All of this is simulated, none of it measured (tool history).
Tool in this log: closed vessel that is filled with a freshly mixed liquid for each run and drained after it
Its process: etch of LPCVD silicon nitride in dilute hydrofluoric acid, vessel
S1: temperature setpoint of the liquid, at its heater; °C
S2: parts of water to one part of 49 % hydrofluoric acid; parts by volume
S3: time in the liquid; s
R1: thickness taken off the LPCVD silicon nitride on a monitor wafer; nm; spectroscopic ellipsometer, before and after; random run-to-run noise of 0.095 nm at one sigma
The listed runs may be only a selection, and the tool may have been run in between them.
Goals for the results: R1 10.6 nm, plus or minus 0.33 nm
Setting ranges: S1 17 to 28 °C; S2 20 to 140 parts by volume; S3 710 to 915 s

run,hour,S1,S2,S3,R1
1,0,20,75,915,4.4169
2,4.4,22.5,65,915,5.9863
3,12.5,22.5,80,915,4.8275
4,16.2,22.5,70,915,5.5407
5,25.1,24,70,915,6.2827
6,29.9,24,85,915,5.0723
7,31,25.5,75,915,6.3712
8,36.7,26.5,65,915,7.8488
9,44.8,27,60,915,8.6628
10,47.3,27.5,55,915,9.9796
11,54.6,28,55,915,10.198
12,59,28,50,915,11.165

4 next moves are on the table. One of them brings every result within its allowed miss. Which?
A,63.4,25,40,860,?
B,63.4,28,45,865,?
C,63.4,28,45,915,?
D,63.4,28,45,890,?

move,R1
A,10.615
B,11.612
C,12.284
D,11.948
A: hits every target within its allowed miss
B: moves away from the targets compared with the last run
C: moves away from the targets compared with the last run
D: moves away from the targets compared with the last run
Answer: A

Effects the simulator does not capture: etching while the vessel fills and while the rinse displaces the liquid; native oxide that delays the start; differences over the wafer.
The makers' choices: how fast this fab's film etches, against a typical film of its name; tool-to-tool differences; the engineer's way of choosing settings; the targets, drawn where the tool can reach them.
